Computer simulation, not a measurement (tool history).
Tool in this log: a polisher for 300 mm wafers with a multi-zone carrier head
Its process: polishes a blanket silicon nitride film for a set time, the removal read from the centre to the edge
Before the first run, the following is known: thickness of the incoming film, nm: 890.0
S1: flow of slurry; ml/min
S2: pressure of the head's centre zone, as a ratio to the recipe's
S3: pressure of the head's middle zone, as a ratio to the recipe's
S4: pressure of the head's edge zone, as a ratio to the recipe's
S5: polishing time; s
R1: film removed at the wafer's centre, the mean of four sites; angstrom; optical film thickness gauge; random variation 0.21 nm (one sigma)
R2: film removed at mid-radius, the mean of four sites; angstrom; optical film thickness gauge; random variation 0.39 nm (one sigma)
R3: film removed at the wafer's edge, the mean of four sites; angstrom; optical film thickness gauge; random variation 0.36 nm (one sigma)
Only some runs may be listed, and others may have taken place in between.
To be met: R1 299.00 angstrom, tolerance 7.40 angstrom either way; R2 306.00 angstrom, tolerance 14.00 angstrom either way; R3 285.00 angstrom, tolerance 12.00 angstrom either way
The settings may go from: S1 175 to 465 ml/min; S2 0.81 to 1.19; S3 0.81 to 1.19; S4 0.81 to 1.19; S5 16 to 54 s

{"run": 1, "hour": 0.0, "S1": 295, "S2": 1.0, "S3": 1.0, "S4": 1.0, "S5": 35, "R1": 425.48, "R2": 444.4, "R3": 430.05}
{"run": 2, "hour": 8.6, "S1": 355, "S2": 1.0, "S3": 1.0, "S4": 1.0, "S5": 35, "R1": 426.29, "R2": 456.75, "R3": 428.33}
{"run": 3, "hour": 12.5, "S1": 355, "S2": 1.0, "S3": 1.0, "S4": 1.0, "S5": 43, "R1": 531.21, "R2": 550.83, "R3": 539.85}
{"run": 4, "hour": 13.1, "S1": 355, "S2": 1.0, "S3": 0.96, "S4": 1.0, "S5": 43, "R1": 527.31, "R2": 542.8, "R3": 543.35}
{"run": 5, "hour": 22.0, "S1": 355, "S2": 1.0, "S3": 0.96, "S4": 1.0, "S5": 37, "R1": 452.97, "R2": 457.47, "R3": 469.87}
{"run": 6, "hour": 24.0, "S1": 355, "S2": 1.0, "S3": 0.9, "S4": 1.0, "S5": 37, "R1": 452.79, "R2": 431.82, "R3": 465.71}
{"run": 7, "hour": 32.2, "S1": 370, "S2": 0.98, "S3": 0.97, "S4": 0.9, "S5": 27, "R1": 323.86, "R2": 339.27, "R3": 321.33}
{"run": 8, "hour": 38.4, "S1": 370, "S2": 0.98, "S3": 0.97, "S4": 0.88, "S5": 26, "R1": 312.87, "R2": 327.43, "R3": 309.34}
{"run": 9, "hour": 45.1, "S1": 370, "S2": 0.98, "S3": 0.97, "S4": 0.86, "S5": 26, "R1": 314.18, "R2": 337.73, "R3": 303.59}
{"run": 10, "hour": 49.3, "S1": 370, "S2": 0.98, "S3": 0.95, "S4": 0.85, "S5": 26, "R1": 316.39, "R2": 316.07, "R3": 303.95}
{"run": 11, "hour": 57.0, "S1": 370, "S2": 0.98, "S3": 0.95, "S4": 0.84, "S5": 26, "R1": 314.67, "R2": 324.61, "R3": 300.65}

Exactly one of the 4 candidate moves below puts every result within its allowed miss. Which one?
{"run": "A", "hour": 64.7, "S1": 375, "S2": 1.1, "S3": 0.91, "S4": 0.81, "S5": 23, "R1": "?", "R2": "?", "R3": "?"}
{"run": "B", "hour": 64.7, "S1": 350, "S2": 1.03, "S3": 0.94, "S4": 0.83, "S5": 25, "R1": "?", "R2": "?", "R3": "?"}
{"run": "C", "hour": 64.7, "S1": 370, "S2": 1.03, "S3": 1.13, "S4": 0.81, "S5": 24, "R1": "?", "R2": "?", "R3": "?"}
{"run": "D", "hour": 64.7, "S1": 355, "S2": 1.01, "S3": 0.98, "S4": 0.89, "S5": 24, "R1": "?", "R2": "?", "R3": "?"}

move=A R1=311.11 R2=272.56 R3=262.85
move=B R1=316.68 R2=303.30 R3=287.79
move=C R1=305.48 R2=341.44 R3=273.31
move=D R1=298.86 R2=301.77 R3=285.11
A: further off than the last run
B: further off than the last run
C: brings the last run's worst result on target, with another outside its allowed miss
D: meets every target
Answer: D
